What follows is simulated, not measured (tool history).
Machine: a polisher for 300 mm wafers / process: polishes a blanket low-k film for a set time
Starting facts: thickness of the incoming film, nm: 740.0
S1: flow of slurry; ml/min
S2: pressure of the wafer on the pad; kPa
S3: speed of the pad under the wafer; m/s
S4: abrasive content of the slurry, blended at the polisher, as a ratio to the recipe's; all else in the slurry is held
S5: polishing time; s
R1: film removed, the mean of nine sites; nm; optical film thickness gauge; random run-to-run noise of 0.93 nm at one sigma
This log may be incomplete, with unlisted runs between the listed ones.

run  hour   S1    S2    S3   S4  S5      R1
  1     0  310  13.8   1.1    1  95  52.994
  2   4.8  275  13.8   1.1    1  95  52.269
  3  11.2  275  13.8     1    1  95   47.74
  4  15.7  275  13.8     1  0.9  95  47.225
  5  16.5  275  13.8  1.22  0.9  95  54.259
  6  22.3  275  15.2  1.22  0.9  95  60.119
  7  26.3  275  15.9  1.22  0.9  95  62.937
  8  35.3  275  16.5  1.22  0.9  95  64.231

For run 9, what comes out?
  9  44.1  275  17.2  1.22  0.9  95   ?

{"run 9": {"R1": 68.383}}
